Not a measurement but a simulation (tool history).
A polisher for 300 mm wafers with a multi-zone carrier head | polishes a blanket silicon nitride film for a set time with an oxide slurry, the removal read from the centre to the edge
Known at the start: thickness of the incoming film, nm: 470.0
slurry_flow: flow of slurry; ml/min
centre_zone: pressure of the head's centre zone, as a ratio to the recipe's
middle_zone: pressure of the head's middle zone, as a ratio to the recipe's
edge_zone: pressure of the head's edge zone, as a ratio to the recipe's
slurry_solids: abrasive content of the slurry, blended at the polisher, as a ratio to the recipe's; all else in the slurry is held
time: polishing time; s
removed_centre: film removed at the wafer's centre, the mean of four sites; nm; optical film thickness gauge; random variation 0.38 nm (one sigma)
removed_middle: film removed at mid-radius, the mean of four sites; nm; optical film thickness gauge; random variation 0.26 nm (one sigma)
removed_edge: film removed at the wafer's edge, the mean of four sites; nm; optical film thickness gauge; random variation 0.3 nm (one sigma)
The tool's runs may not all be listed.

run	hour	slurry_flow	centre_zone	middle_zone	edge_zone	slurry_solids	time	removed_centre	removed_middle	removed_edge
1	0	265	1	1	1	1	73	35.144	35.002	37.18
2	5.3	265	1	1	1	1	84	39.498	39.427	41.989
3	11.5	260	0.98	0.97	0.97	0.9	84	35.648	36.031	38.83
4	17.2	255	0.97	0.94	0.94	0.9	84	35.495	34.872	38.584
5	20.1	250	0.96	0.93	0.92	0.85	84	33.734	32.874	35.741
6	25.3	250	1	0.93	0.92	0.85	84	36.725	33.633	35.998
7	29.3	240	0.98	0.92	0.91	0.85	84	35.2	32.555	35.913
8	30.7	210	0.88	0.91	0.83	0.75	84	27.217	28.827	30.658
9	39.6	225	0.89	0.9	0.85	0.75	84	29.056	28.834	31.228

Forecast run 10:
10	43.5	230	0.89	0.9	0.87	0.75	84	?	?	?

removed_centre: 28.466 nm
removed_middle: 29.486 nm
removed_edge: 32.083 nm

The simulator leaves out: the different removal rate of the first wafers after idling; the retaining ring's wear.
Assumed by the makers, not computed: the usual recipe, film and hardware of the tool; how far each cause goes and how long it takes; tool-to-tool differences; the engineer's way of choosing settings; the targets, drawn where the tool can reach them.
